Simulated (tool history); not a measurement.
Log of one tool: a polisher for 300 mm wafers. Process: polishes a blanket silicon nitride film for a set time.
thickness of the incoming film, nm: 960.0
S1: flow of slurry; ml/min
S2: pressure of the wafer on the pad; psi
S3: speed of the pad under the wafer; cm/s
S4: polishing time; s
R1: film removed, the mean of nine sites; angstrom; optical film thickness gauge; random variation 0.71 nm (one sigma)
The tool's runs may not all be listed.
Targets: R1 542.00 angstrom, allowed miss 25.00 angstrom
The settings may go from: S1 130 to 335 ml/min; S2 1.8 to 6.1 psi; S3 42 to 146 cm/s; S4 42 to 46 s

| run | day | S1 | S2 | S3 | S4 | R1 |
|---|---|---|---|---|---|---|
| 1 | 0.000 | 215 | 3.9 | 94 | 46 | 911.27 |
| 2 | 0.329 | 255 | 3.9 | 94 | 46 | 939.83 |
| 3 | 0.612 | 255 | 3.3 | 92 | 46 | 795.24 |
| 4 | 0.867 | 255 | 2.8 | 92 | 46 | 674.01 |
| 5 | 1.242 | 215 | 2.8 | 92 | 46 | 654.51 |
| 6 | 1.288 | 210 | 2.6 | 92 | 46 | 612.67 |
| 7 | 1.633 | 205 | 2.5 | 92 | 46 | 589.23 |
| 8 | 1.879 | 200 | 2.2 | 92 | 46 | 519.19 |
| 9 | 1.938 | 205 | 2.2 | 92 | 46 | 518.24 |

5 next moves are on the table. One of them brings every result within its allowed miss. Which?
| A | 1.996 | 215 | 2.4 | 78 | 46 | ? |
| B | 1.996 | 205 | 2.5 | 78 | 43 | ? |
| C | 1.996 | 130 | 2.0 | 110 | 44 | ? |
| D | 1.996 | 235 | 2.4 | 88 | 45 | ? |
| E | 1.996 | 195 | 2.2 | 98 | 42 | ? |

| move | R1 |
|---|---|
| A | 495.37 |
| B | 478.46 |
| C | 482.86 |
| D | 539.48 |
| E | 493.37 |
A: further off than the last run
B: further off than the last run
C: further off than the last run
D: meets every target
E: further off than the last run
Answer: D

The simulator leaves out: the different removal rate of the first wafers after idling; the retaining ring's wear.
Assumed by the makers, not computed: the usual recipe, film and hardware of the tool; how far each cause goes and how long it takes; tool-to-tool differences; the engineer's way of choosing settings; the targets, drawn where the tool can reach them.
